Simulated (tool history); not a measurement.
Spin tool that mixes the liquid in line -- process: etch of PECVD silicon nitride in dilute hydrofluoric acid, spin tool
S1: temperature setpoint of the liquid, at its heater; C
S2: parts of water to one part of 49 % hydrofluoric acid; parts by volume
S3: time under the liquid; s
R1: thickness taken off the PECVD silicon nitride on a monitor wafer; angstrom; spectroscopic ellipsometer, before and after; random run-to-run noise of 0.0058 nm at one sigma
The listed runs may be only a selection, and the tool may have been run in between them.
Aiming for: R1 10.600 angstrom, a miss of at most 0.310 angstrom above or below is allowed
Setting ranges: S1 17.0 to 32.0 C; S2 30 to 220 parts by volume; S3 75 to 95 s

Run 1, hour 0.0: S1 24.0 C, S2 125 parts by volume, S3 95 s. Result: R1 20.323 angstrom.
Run 2, hour 2.0: S1 23.0 C, S2 130 parts by volume, S3 95 s. Result: R1 18.364 angstrom.
Run 3, hour 6.9: S1 23.0 C, S2 130 parts by volume, S3 95 s. Result: R1 18.520 angstrom.
Run 4, hour 13.5: S1 23.0 C, S2 130 parts by volume, S3 75 s. Result: R1 14.517 angstrom.
Run 5, hour 21.6: S1 26.5 C, S2 130 parts by volume, S3 75 s. Result: R1 18.311 angstrom.
Run 6, hour 22.5: S1 25.5 C, S2 130 parts by volume, S3 75 s. Result: R1 17.110 angstrom.
Run 7, hour 30.1: S1 21.5 C, S2 135 parts by volume, S3 75 s. Result: R1 12.699 angstrom.
Run 8, hour 37.0: S1 21.0 C, S2 135 parts by volume, S3 75 s. Result: R1 12.263 angstrom.
Run 9, hour 45.1: S1 20.5 C, S2 135 parts by volume, S3 75 s. Result: R1 11.911 angstrom.
Run 10, hour 50.6: S1 19.5 C, S2 135 parts by volume, S3 75 s. Result: R1 11.170 angstrom.

Which single option among these 5 for the next run brings every result within its allowed miss of target? Just one does.
Run A, hour 56.1: S1 17.5 C, S2 120 parts by volume, S3 80 s. Result: R1 ?.
Run B, hour 56.1: S1 17.5 C, S2 135 parts by volume, S3 90 s. Result: R1 ?.
Run C, hour 56.1: S1 23.0 C, S2 170 parts by volume, S3 80 s. Result: R1 ?.
Run D, hour 56.1: S1 17.0 C, S2 145 parts by volume, S3 90 s. Result: R1 ?.
Run E, hour 56.1: S1 17.5 C, S2 130 parts by volume, S3 90 s. Result: R1 ?.

move      R1
   A  11.589
   B  11.634
   C  11.914
   D  10.492
   E  12.066
A: further off than the last run
B: further off than the last run
C: further off than the last run
D: every result within its allowed miss
E: further off than the last run
Answer: D
